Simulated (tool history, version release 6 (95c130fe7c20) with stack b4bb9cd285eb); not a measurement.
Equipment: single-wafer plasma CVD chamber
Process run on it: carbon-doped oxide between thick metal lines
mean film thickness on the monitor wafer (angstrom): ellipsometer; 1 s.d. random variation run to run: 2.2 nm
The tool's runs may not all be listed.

run,hour,heater temperature setpoint (K),chamber pressure (Pa),RF power (W),deposition time (s),mean film thickness on the monitor wafer (angstrom)
1,0.0,628.15,665,485,112,5721.3
2,1.5,630.15,612,465,112,5465.3
3,6.9,630.15,612,410,112,5030.7
4,9.4,632.15,589,410,112,5011.7
5,17.3,632.15,589,350,112,4453.9
6,18.8,638.15,589,350,112,4433.9
7,19.9,636.15,624,355,112,4531.9
8,27.9,635.15,649,355,112,4557.6
9,34.0,634.15,671,355,112,4662.4
10,39.2,633.15,677,355,112,4601.8

Run 11 is up next; what results do you expect?
11,42.4,632.15,696,355,112,?

Logged for run 11: mean film thickness on the monitor wafer (angstrom) 4654.7.
